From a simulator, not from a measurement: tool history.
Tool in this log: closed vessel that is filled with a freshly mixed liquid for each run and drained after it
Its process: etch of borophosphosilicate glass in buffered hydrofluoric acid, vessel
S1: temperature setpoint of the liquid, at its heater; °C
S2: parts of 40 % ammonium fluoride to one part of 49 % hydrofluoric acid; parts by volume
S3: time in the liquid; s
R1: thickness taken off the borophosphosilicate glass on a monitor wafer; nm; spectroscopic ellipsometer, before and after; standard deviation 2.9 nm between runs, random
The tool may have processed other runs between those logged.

run	hour	S1	S2	S3	R1
1	0.0	23.0	12.5	95	217.00
2	6.1	23.0	16.0	95	173.35
3	13.5	24.5	15.5	95	194.38
4	14.7	25.5	15.5	95	201.24
5	16.4	25.5	15.5	95	202.94
6	25.3	26.5	15.0	95	222.28
7	27.5	27.5	15.0	95	230.82
8	30.5	28.0	14.5	95	252.10

Predict the results of run 9:
9	35.3	28.5	14.5	95	?

R1: 255.90 nm
